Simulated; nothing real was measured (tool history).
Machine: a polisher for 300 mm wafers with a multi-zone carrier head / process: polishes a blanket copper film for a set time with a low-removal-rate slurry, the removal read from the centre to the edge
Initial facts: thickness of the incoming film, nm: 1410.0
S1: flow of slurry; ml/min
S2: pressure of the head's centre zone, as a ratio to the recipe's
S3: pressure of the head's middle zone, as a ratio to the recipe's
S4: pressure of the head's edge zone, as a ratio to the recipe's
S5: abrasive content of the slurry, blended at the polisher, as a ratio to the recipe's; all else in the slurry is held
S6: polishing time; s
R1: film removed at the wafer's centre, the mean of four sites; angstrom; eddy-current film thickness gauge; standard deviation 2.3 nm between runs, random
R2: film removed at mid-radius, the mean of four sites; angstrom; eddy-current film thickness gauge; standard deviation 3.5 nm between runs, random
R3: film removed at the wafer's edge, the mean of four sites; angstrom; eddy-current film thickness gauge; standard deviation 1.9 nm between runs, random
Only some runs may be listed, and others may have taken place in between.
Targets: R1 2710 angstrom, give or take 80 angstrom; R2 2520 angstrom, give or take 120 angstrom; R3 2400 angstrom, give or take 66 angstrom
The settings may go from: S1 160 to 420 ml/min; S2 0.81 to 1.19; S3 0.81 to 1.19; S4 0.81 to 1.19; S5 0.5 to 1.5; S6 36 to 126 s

run 1 hour=0 | S1=270 S2=1 S3=1 S4=1 S5=1 S6=81 | R1=1579.8 R2=1554.3 R3=1589.7
run 2 hour=3.9 | S1=280 S2=1.03 S3=1.03 S4=1.02 S5=1.1 S6=85 | R1=1803.6 R2=1702.5 R3=1722.6
run 3 hour=9.4 | S1=280 S2=1.03 S3=1.03 S4=1.09 S5=1.1 S6=85 | R1=1755 R2=1735.9 R3=1765.4
run 4 hour=10.7 | S1=285 S2=1.05 S3=1.05 S4=1.1 S5=1.2 S6=88 | R1=1936.1 R2=1840.4 R3=1873.9
run 5 hour=13.9 | S1=285 S2=1.05 S3=1.05 S4=1.1 S5=1.2 S6=76 | R1=1661.2 R2=1597.3 R3=1624.7
run 6 hour=18.8 | S1=285 S2=1.05 S3=0.98 S4=1.1 S5=1.2 S6=76 | R1=1658 R2=1538.5 R3=1612.5
run 7 hour=23.2 | S1=295 S2=1.06 S3=1.02 S4=1.11 S5=1.25 S6=81 | R1=1827.6 R2=1670.1 R3=1786.8
run 8 hour=25.2 | S1=300 S2=1.1 S3=1.12 S4=1.01 S5=1.5 S6=103 | R1=2503.1 R2=2399.4 R3=2285.2
run 9 hour=30.9 | S1=305 S2=1.11 S3=1.12 S4=1.02 S5=1.5 S6=103 | R1=2543.7 R2=2539.7 R3=2280
run 10 hour=38.1 | S1=310 S2=1.12 S3=1.11 S4=1.03 S5=1.5 S6=103 | R1=2560.7 R2=2499.7 R3=2290.8

Next run, 4 choices. One meets every target within its allowed miss, the rest don't. Which?
run A hour=45.3 | S1=260 S2=1.13 S3=1.09 S4=0.98 S5=1.3 S6=115 | R1=? R2=? R3=?
run B hour=45.3 | S1=255 S2=1.07 S3=0.93 S4=1.04 S5=1.45 S6=109 | R1=? R2=? R3=?
run C hour=45.3 | S1=335 S2=1.13 S3=1.16 S4=1.05 S5=1.45 S6=97 | R1=? R2=? R3=?
run D hour=45.3 | S1=170 S2=1.07 S3=1.11 S4=0.98 S5=1.5 S6=124 | R1=? R2=? R3=?

move=A R1=2713.1 R2=2526.6 R3=2365.4
move=B R1=2497.7 R2=2152.4 R3=2356.7
move=C R1=2430.5 R2=2379.8 R3=2145.9
move=D R1=2665.3 R2=2684.9 R3=2518.1
A: all results in spec
B: lands further from the targets than the last run did
C: lands further from the targets than the last run did
D: gets the furthest-off result to its target, but another result is out of tolerance
Go with A: it meets all targets.
